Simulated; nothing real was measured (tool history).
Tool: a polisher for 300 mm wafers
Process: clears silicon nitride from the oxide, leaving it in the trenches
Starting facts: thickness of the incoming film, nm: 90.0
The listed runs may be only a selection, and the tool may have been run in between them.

| run | hour | flow of slurry (ml/min) | pressure of the wafer on the pad (kPa) | speed of the pad under the wafer (m/s) | overpolish time after the end point (s) | time until the end point was called (s) |
|---|---|---|---|---|---|---|
| 1 | 0 | 150 | 13.8 | 1 | 3 | 135.42 |
| 2 | 8.3 | 125 | 13.8 | 1 | 3 | 142.1 |
| 3 | 14.8 | 135 | 15.2 | 1 | 3 | 129.27 |
| 4 | 18.3 | 145 | 16.5 | 1 | 3 | 120.1 |
| 5 | 23.6 | 145 | 16.5 | 1.1 | 3 | 107.3 |
| 6 | 25.6 | 150 | 17.2 | 1.1 | 3 | 103.94 |
| 7 | 32.5 | 155 | 17.9 | 1.1 | 3 | 100.1 |
| 8 | 33.4 | 155 | 18.6 | 1.1 | 3 | 95.931 |
| 9 | 35.8 | 155 | 19.3 | 1.1 | 3 | 93.803 |

Predict the results of run 10:
| 10 | 43.9 | 160 | 19.3 | 1.1 | 3 | ? |

{"run 10": {"time until the end point was called (s)": 93.438}}

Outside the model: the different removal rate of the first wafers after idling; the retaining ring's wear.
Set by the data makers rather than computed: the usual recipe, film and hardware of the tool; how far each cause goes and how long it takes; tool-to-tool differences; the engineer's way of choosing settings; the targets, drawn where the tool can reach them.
